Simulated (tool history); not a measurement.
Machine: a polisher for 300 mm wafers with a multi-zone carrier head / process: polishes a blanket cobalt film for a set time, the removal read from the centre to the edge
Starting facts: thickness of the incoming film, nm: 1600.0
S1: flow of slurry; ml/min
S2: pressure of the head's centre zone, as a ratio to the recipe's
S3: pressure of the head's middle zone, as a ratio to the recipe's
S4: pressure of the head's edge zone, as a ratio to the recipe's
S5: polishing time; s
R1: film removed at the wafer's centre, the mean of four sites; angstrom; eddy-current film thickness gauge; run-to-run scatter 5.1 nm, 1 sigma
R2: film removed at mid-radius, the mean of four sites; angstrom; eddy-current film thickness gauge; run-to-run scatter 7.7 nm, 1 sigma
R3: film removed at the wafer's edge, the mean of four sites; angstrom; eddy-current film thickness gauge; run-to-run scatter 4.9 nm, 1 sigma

run	day	S1	S2	S3	S4	S5	R1	R2	R3
1	0.000	245	1.00	1.00	1.00	71	5714.0	5666.9	5749.3
2	0.204	255	1.00	1.02	1.01	73	5892.2	5902.2	5976.3
3	0.412	255	1.00	1.04	1.00	75	5973.2	6373.3	6135.1
4	0.471	255	0.93	1.04	1.00	75	5605.2	6244.4	6080.2
5	0.583	255	0.93	1.10	1.00	75	5542.8	6707.8	6027.4
6	0.750	260	0.94	1.11	1.01	76	5734.0	6573.1	6209.9
7	1.025	260	0.94	1.12	1.00	78	5922.8	6946.5	6383.5
8	1.304	330	1.00	1.19	1.05	90	7434.6	8610.9	7577.2

Expected results for the next run?
9	1.604	330	1.00	1.19	1.05	90	?	?	?

Logged for run 9: R1 7397.5 angstrom, R2 8619.1 angstrom, R3 7641.1 angstrom.
